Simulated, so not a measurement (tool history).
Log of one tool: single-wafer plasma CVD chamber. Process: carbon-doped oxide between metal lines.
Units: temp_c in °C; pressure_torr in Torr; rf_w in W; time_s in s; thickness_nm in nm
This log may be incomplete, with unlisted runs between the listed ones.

{"run": 1, "hour": 0.0, "temp_c": 340, "pressure_torr": 5.02, "rf_w": 585, "time_s": 28.0, "thickness_nm": 160.78}
{"run": 2, "hour": 8.3, "temp_c": 338, "pressure_torr": 5.19, "rf_w": 590, "time_s": 28.0, "thickness_nm": 163.05}
{"run": 3, "hour": 10.4, "temp_c": 346, "pressure_torr": 5.19, "rf_w": 590, "time_s": 28.0, "thickness_nm": 159.25}
{"run": 4, "hour": 13.1, "temp_c": 343, "pressure_torr": 5.38, "rf_w": 595, "time_s": 28.0, "thickness_nm": 161.64}
{"run": 5, "hour": 19.0, "temp_c": 340, "pressure_torr": 5.49, "rf_w": 600, "time_s": 28.0, "thickness_nm": 164.86}
{"run": 6, "hour": 24.5, "temp_c": 338, "pressure_torr": 5.6, "rf_w": 605, "time_s": 28.0, "thickness_nm": 167.47}
{"run": 7, "hour": 26.6, "temp_c": 338, "pressure_torr": 5.6, "rf_w": 605, "time_s": 28.0, "thickness_nm": 167.49}

Estimate the outcome of run 8 from the log above:
{"run": 8, "hour": 27.9, "temp_c": 336, "pressure_torr": 5.68, "rf_w": 605, "time_s": 28.0, "thickness_nm": "?"}

{"run 8": {"thickness_nm": 169.25}}
